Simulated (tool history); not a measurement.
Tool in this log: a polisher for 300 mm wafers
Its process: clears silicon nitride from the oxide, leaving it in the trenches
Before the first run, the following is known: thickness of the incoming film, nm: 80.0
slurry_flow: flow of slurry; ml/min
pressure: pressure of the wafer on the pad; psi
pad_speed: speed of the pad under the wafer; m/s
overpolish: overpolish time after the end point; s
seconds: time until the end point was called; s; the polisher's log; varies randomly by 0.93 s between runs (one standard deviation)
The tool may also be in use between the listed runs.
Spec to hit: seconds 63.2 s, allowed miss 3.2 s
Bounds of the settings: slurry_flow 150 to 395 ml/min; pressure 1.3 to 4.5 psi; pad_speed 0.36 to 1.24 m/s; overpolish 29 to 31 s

run,day,slurry_flow,pressure,pad_speed,overpolish,seconds
1,0,250,2.9,0.8,29,107.38
2,0.35,250,3.3,0.82,29,94.38
3,0.558,250,3.7,0.84,29,81.979
4,0.696,250,3.7,0.76,29,91.184
5,1.038,250,3.2,0.76,29,102.19
6,1.388,295,3.2,0.76,29,100.97
7,1.721,295,3.6,0.8,29,87.25
8,1.871,295,3.9,0.82,29,81.031
9,2.208,295,4.1,0.86,29,72.491
10,2.417,295,4.2,0.88,29,70.849

Consider the 4 candidate settings below. Which is the only one whose results all fall within their allowed miss of target?
A,2.625,290,3.9,0.78,29,?
B,2.625,295,4,0.74,31,?
C,2.625,335,4.5,0.78,29,?
D,2.625,240,4.1,1.02,31,?

move,seconds
A,85.124
B,87.204
C,74.009
D,64.77
A: moves away from the targets compared with the last run
B: moves away from the targets compared with the last run
C: moves away from the targets compared with the last run
D: every result lands within tolerance
D is the move that brings every result within its allowed miss.

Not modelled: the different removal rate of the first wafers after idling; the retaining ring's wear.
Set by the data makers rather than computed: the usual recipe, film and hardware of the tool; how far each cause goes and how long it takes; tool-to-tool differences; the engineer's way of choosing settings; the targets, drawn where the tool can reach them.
